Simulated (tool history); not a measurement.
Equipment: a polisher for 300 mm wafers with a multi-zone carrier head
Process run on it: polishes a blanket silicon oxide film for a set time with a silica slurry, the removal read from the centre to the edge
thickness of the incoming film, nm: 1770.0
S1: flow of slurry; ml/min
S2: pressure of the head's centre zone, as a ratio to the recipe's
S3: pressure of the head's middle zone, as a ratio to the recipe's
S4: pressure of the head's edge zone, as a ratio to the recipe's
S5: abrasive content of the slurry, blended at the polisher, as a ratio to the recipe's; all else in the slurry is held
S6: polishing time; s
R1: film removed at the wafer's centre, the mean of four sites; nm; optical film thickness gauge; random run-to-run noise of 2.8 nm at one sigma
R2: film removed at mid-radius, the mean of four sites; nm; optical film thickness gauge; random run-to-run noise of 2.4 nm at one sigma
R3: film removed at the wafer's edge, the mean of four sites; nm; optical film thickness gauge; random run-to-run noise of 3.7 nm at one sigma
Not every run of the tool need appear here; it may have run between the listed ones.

{"run": 1, "hour": 0.0, "S1": 180, "S2": 1, "S3": 1, "S4": 1, "S5": 1, "S6": 63, "R1": 203.11, "R2": 191.01, "R3": 185.19}
{"run": 2, "hour": 5.4, "S1": 180, "S2": 0.99, "S3": 1, "S4": 1.02, "S5": 1.05, "S6": 63, "R1": 201.62, "R2": 192.62, "R3": 185.63}
{"run": 3, "hour": 12.2, "S1": 180, "S2": 1.03, "S3": 1, "S4": 1.02, "S5": 1.05, "S6": 63, "R1": 210.91, "R2": 190.36, "R3": 190.18}
{"run": 4, "hour": 15.8, "S1": 180, "S2": 1.03, "S3": 1.03, "S4": 1.02, "S5": 1.05, "S6": 63, "R1": 211.75, "R2": 195.48, "R3": 191.32}
{"run": 5, "hour": 21.3, "S1": 180, "S2": 1.03, "S3": 1.03, "S4": 1.08, "S5": 1.05, "S6": 63, "R1": 211.55, "R2": 192.74, "R3": 198.27}
{"run": 6, "hour": 28.7, "S1": 180, "S2": 1.03, "S3": 1.03, "S4": 1.08, "S5": 1.05, "S6": 54, "R1": 181.49, "R2": 170.41, "R3": 166.81}
{"run": 7, "hour": 36.9, "S1": 175, "S2": 1.02, "S3": 1.03, "S4": 1.09, "S5": 1.1, "S6": 56, "R1": 182.81, "R2": 175.7, "R3": 179.25}
{"run": 8, "hour": 41.1, "S1": 175, "S2": 1.02, "S3": 1.04, "S4": 1.1, "S5": 1.15, "S6": 57, "R1": 192.37, "R2": 182.83, "R3": 182.76}
{"run": 9, "hour": 46.2, "S1": 170, "S2": 1.01, "S3": 1.04, "S4": 1.11, "S5": 1.2, "S6": 59, "R1": 204.36, "R2": 194.32, "R3": 193.77}

Run 10 is up next; what results do you expect?
{"run": 10, "hour": 50.9, "S1": 165, "S2": 0.99, "S3": 1.03, "S4": 1.12, "S5": 1.25, "S6": 60, "R1": "?", "R2": "?", "R3": "?"}

R1: 204.75 nm
R2: 198.41 nm
R3: 198.67 nm
